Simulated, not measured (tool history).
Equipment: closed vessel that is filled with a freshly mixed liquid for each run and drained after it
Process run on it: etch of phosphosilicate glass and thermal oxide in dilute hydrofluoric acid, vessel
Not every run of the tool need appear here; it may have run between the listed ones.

| run | hour | temperature setpoint of the liquid (C) | parts of water to one part of 49 % hydrofluoric acid (parts by volume) | time in the liquid (s) | thickness taken off the phosphosilicate glass on a monitor wafer (Å) | thickness taken off the thermal oxide on a monitor wafer (Å) |
|---|---|---|---|---|---|---|
| 1 | 0 | 21 | 125 | 60 | 490.02 | 19.538 |
| 2 | 4.7 | 21 | 125 | 50 | 408.82 | 15.935 |
| 3 | 7.8 | 21 | 125 | 30 | 245.86 | 9.1474 |
| 4 | 13.8 | 22.5 | 125 | 30 | 260.95 | 9.9324 |
| 5 | 15.3 | 23.5 | 125 | 30 | 270.41 | 10.545 |
| 6 | 19.7 | 24 | 120 | 30 | 290.82 | 11.579 |
| 7 | 21 | 24 | 115 | 30 | 303.22 | 11.977 |

What will run 8 give?
| 8 | 26.8 | 24.5 | 110 | 30 | ? | ? |

Run 8 measured thickness taken off the phosphosilicate glass on a monitor wafer (Å) 327.05, thickness taken off the thermal oxide on a monitor wafer (Å) 12.941.
